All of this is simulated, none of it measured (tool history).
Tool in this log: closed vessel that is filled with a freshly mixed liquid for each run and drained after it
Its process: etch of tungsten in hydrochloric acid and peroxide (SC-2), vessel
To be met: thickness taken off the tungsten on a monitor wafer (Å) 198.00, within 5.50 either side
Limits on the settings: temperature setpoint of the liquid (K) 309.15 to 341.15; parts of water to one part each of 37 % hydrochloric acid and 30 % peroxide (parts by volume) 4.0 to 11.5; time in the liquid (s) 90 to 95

run  hour  temperature setpoint of the liquid (K)  parts of water to one part each of 37 % hydrochloric acid and 30 % peroxide (parts by volume)  time in the liquid (s)  thickness taken off the tungsten on a monitor wafer (Å)
  1   0.0                                  325.15                                                                                            6.5                      90                                                   236.41
  2   3.8                                  321.15                                                                                            6.5                      90                                                   180.86
  3  11.7                                  321.65                                                                                            6.5                      90                                                   188.44
  4  17.6                                  321.65                                                                                            4.5                      90                                                   245.12
  5  18.4                                  320.65                                                                                            4.5                      90                                                   226.65
  6  20.7                                  320.65                                                                                            4.0                      90                                                   248.33
  7  23.5                                  319.65                                                                                            4.0                      90                                                   231.27
  8  31.5                                  319.15                                                                                            4.0                      90                                                   222.58
  9  39.3                                  318.65                                                                                            4.0                      90                                                   215.61
 10  40.0                                  318.65                                                                                            4.0                      90                                                   216.84
 11  41.8                                  318.15                                                                                            4.0                      90                                                   208.38

Of the 5 settings listed for the next run, only one would bring every result within its allowed miss of target. Which one?
  A  43.6                                  317.65                                                                                            4.0                      95                                                        ?
  B  43.6                                  325.65                                                                                            7.5                      90                                                        ?
  C  43.6                                  318.65                                                                                            5.0                      95                                                        ?
  D  43.6                                  317.15                                                                                            4.0                      95                                                        ?
  E  43.6                                  322.15                                                                                            6.0                      95                                                        ?

move  thickness taken off the tungsten on a monitor wafer (Å)
   A                                                   213.13
   B                                                   218.49
   C                                                   195.69
   D                                                   205.89
   E                                                   217.11
A: lands further from the targets than the last run did
B: lands further from the targets than the last run did
C: all results land within tolerance of their targets
D: moves toward the targets from the last run without getting all of them in spec
E: lands further from the targets than the last run did
C is the move that brings every result within its allowed miss.

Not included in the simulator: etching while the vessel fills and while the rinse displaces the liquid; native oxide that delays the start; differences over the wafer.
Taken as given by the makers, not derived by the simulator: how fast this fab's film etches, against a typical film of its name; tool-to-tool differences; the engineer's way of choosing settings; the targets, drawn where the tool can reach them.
